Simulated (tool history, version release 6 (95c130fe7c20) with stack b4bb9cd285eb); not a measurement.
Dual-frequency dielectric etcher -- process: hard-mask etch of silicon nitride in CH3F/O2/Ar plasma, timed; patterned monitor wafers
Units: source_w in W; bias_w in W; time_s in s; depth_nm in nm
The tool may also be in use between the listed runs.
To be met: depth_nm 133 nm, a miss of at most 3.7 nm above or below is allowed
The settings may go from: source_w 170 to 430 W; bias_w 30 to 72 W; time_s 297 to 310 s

run,hour,source_w,bias_w,time_s,depth_nm
1,0,300,51,297,156.96
2,6.5,270,49,297,145.86
3,14.9,270,57,297,153.34
4,23.1,270,65,297,162.13
5,26.6,240,65,297,150.33
6,32.8,240,65,297,150.73
7,35.7,220,64,297,144.28
8,39.5,170,62,297,120.53
9,47.5,170,62,297,120.13
10,49.9,230,66,299,149.53
11,52,220,66,299,146.17
12,55.4,210,66,299,142.34
13,58.4,170,64,298,122.18
14,63.9,170,64,298,123.93
15,72.4,180,64,298,128.38

Which one of the following 5 next-run settings gets every result inside its allowed miss? There is exactly one.
A,80.9,190,63,301,?
B,80.9,180,59,304.5,?
C,80.9,170,72,297.5,?
D,80.9,180,62,297,?
E,80.9,210,66,297,?

move,depth_nm
A,134.5
B,127.97
C,128.22
D,126.97
E,142.48
A: all results in spec
B: the biggest miss grows against the last run
C: no nearer and no further than the last run
D: the biggest miss grows against the last run
E: pushes the last run's worst result past its target
A meets every target.
